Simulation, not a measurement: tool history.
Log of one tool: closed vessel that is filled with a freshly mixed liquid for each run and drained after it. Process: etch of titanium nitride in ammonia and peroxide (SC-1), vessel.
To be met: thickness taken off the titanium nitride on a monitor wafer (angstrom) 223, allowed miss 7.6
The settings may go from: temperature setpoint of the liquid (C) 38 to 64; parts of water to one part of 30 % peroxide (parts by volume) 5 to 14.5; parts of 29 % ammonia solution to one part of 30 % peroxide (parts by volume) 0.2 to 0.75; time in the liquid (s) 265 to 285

run	day	temperature setpoint of the liquid (C)	parts of water to one part of 30 % peroxide (parts by volume)	parts of 29 % ammonia solution to one part of 30 % peroxide (parts by volume)	time in the liquid (s)	thickness taken off the titanium nitride on a monitor wafer (angstrom)
1	0	48	8	0.45	265	162.6
2	0.05	48	10	0.45	265	141.56
3	0.171	49	10	0.45	265	150.47
4	0.383	49.5	10	0.45	265	156.85
5	0.571	49.5	10	0.35	265	149.95
6	0.792	50	10	0.35	265	153.06
7	0.908	50.5	10	0.35	265	159.9
# day 1.25: thermometer replaced
8	1.25	51	10	0.35	265	148.09

Which of these 5 next moves meets every target?
A	1.592	56.5	7	0.25	285	?
B	1.592	56.5	7.5	0.3	285	?
C	1.592	48.5	6.5	0.5	275	?
D	1.592	55	10	0.5	285	?
E	1.592	51.5	8	0.6	275	?

move	thickness taken off the titanium nitride on a monitor wafer (angstrom)
A	258.83
B	258.24
C	168.78
D	220.22
E	193.38
A: takes the result that was furthest off past its target
B: takes the result that was furthest off past its target
C: nearer than the last run, and not there yet
D: meets every target
E: nearer than the last run, and not there yet
Answer: D
